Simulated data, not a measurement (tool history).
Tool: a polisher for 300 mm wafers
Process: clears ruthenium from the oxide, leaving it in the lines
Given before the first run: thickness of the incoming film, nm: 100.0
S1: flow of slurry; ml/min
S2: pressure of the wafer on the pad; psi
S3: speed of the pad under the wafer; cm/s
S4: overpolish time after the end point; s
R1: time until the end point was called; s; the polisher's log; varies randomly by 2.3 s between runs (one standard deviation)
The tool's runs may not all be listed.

run,hour,S1,S2,S3,S4,R1
1,0,145,1.9,106,14,84.762
2,2,180,1.9,106,14,82.953
3,8.4,180,1.7,98,14,95.093
4,12.1,175,1.5,88,14,117.61
5,19.9,170,1.4,82,14,131.62
6,27.5,170,1.4,82,11,134.55
7,30.5,165,1.3,78,11,146.96
8,33.8,160,1.2,76,11,160.06
9,37.7,155,1.1,74,11,173.66
10,40.2,150,1.1,74,11,174.84
11,41,135,0.9,66,11,223.22
12,45.2,140,0.9,66,11,225.24
13,52.3,145,0.9,66,11,218.58

Run 14, settings as shown, results not yet in. Your forecast:
14,54.1,150,0.9,66,11,?

Run 14 measured R1 216.87 s.
